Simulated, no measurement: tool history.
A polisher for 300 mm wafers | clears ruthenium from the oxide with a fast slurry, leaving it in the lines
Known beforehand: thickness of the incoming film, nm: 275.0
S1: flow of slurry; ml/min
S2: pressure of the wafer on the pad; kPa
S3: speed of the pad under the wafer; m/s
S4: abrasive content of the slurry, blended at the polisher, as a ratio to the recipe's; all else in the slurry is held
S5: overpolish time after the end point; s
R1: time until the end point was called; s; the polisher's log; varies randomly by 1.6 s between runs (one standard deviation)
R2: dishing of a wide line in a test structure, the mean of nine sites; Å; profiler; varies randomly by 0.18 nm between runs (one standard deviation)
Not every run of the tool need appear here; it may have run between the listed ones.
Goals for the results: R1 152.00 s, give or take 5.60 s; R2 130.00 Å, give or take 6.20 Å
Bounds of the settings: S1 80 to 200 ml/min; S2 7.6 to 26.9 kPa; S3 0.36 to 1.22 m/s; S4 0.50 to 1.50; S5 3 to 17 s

run,day,S1,S2,S3,S4,S5,R1,R2
1,0.000,130,17.2,0.78,1.00,9,129.69,104.43
2,0.167,150,17.2,0.78,1.00,9,127.90,106.43
3,0.438,150,17.2,0.86,1.00,9,112.53,114.65
4,0.508,150,17.2,0.86,1.00,12,115.63,143.47
5,0.754,145,16.5,0.86,1.00,12,119.63,136.56
6,1.000,145,15.9,0.86,1.00,12,126.31,134.19
7,1.358,145,15.2,0.86,1.00,12,130.00,129.48
8,1.450,145,15.2,0.86,1.00,12,128.59,131.01
9,1.717,145,14.5,0.86,1.00,12,136.93,124.62
10,1.912,135,13.8,0.86,1.00,13,145.09,126.30

Which one of the following 4 next-run settings gets every result inside its allowed miss? There is exactly one.
A,2.108,140,13.8,0.84,0.90,15,?,?
B,2.108,125,12.4,0.86,1.00,15,?,?
C,2.108,140,11.0,1.16,0.80,15,?,?
D,2.108,150,15.2,0.76,0.95,14,?,?

move,R1,R2
A,160.31,133.62
B,161.63,132.82
C,162.53,132.27
D,151.77,132.23
A: pushes the last run's worst result past its target
B: pushes the last run's worst result past its target
C: pushes the last run's worst result past its target
D: all results land within tolerance of their targets
Move D is the one to make.
